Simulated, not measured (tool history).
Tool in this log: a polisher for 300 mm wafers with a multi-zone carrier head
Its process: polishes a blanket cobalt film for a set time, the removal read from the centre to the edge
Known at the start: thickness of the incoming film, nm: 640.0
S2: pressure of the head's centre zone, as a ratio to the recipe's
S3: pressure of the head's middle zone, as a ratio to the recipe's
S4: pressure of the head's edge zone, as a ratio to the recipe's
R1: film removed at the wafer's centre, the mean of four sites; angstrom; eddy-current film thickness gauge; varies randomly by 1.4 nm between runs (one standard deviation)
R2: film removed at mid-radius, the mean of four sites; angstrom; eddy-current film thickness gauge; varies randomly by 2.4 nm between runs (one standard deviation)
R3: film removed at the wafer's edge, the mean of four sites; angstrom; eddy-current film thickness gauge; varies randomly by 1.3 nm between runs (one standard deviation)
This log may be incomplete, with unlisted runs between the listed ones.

{"run": 1, "hour": 0.0, "flow of slurry (ml/min)": 190, "S2": 1, "S3": 1, "S4": 1, "polishing time (s)": 43, "R1": 1449.8, "R2": 1435.4, "R3": 1435.8}
{"run": 2, "hour": 3.3, "flow of slurry (ml/min)": 195, "S2": 1, "S3": 1, "S4": 1.02, "polishing time (s)": 44, "R1": 1517.5, "R2": 1498.9, "R3": 1496.1}
{"run": 3, "hour": 5.6, "flow of slurry (ml/min)": 195, "S2": 1.05, "S3": 1, "S4": 1.02, "polishing time (s)": 44, "R1": 1555.3, "R2": 1483.4, "R3": 1467.6}
{"run": 4, "hour": 10.3, "flow of slurry (ml/min)": 195, "S2": 0.98, "S3": 1, "S4": 1.02, "polishing time (s)": 44, "R1": 1476.7, "R2": 1486.1, "R3": 1487.4}
{"run": 5, "hour": 15.5, "flow of slurry (ml/min)": 200, "S2": 0.97, "S3": 0.99, "S4": 1.04, "polishing time (s)": 45, "R1": 1507.8, "R2": 1519.1, "R3": 1511}
{"run": 6, "hour": 17.8, "flow of slurry (ml/min)": 190, "S2": 0.96, "S3": 0.98, "S4": 1.04, "polishing time (s)": 46, "R1": 1533.6, "R2": 1504.2, "R3": 1575.2}
{"run": 7, "hour": 19.8, "flow of slurry (ml/min)": 190, "S2": 0.95, "S3": 0.98, "S4": 1.05, "polishing time (s)": 47, "R1": 1535.9, "R2": 1533.4, "R3": 1589.2}

The next listed run, before its measurement:
{"hour": 25.8, "done": "centre zone pressure recalibrated"}
{"run": 8, "hour": 25.8, "flow of slurry (ml/min)": 190, "S2": 0.94, "S3": 0.98, "S4": 1.06, "polishing time (s)": 48, "R1": "?", "R2": "?", "R3": "?"}

{"run 8": {"R1": 1521.6, "R2": 1590.3, "R3": 1636.1}}

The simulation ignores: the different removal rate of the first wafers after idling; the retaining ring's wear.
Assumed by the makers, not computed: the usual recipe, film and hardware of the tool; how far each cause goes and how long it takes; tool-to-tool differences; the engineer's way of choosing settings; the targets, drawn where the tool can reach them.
